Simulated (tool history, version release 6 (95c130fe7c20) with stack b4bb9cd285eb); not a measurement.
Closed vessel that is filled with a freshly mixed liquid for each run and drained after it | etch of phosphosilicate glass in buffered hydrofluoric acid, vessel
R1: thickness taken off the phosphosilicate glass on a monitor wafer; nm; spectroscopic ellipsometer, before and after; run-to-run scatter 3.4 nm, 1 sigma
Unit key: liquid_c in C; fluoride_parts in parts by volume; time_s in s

Run 1, hour 0: liquid_c 23 C, fluoride_parts 8 parts by volume, time_s 85 s. Result: R1 630.1 nm.
Run 2, hour 9: liquid_c 22.5 C, fluoride_parts 8 parts by volume, time_s 85 s. Result: R1 625.73 nm.
Run 3, hour 15.8: liquid_c 22.5 C, fluoride_parts 7 parts by volume, time_s 85 s. Result: R1 711.21 nm.
Run 4, hour 19.6: liquid_c 22.5 C, fluoride_parts 7 parts by volume, time_s 90 s. Result: R1 754.69 nm.
Run 5, hour 23.7: liquid_c 22.5 C, fluoride_parts 7 parts by volume, time_s 90 s. Result: R1 754.2 nm.
Run 6, hour 25: liquid_c 22.5 C, fluoride_parts 7 parts by volume, time_s 85 s. Result: R1 708.35 nm.
Run 7, hour 31.9: liquid_c 21.5 C, fluoride_parts 7 parts by volume, time_s 85 s. Result: R1 670.05 nm.

Predict the results of run 8:
Run 8, hour 36: liquid_c 21 C, fluoride_parts 7 parts by volume, time_s 85 s. Result: R1 ?.

R1: 653.68 nm

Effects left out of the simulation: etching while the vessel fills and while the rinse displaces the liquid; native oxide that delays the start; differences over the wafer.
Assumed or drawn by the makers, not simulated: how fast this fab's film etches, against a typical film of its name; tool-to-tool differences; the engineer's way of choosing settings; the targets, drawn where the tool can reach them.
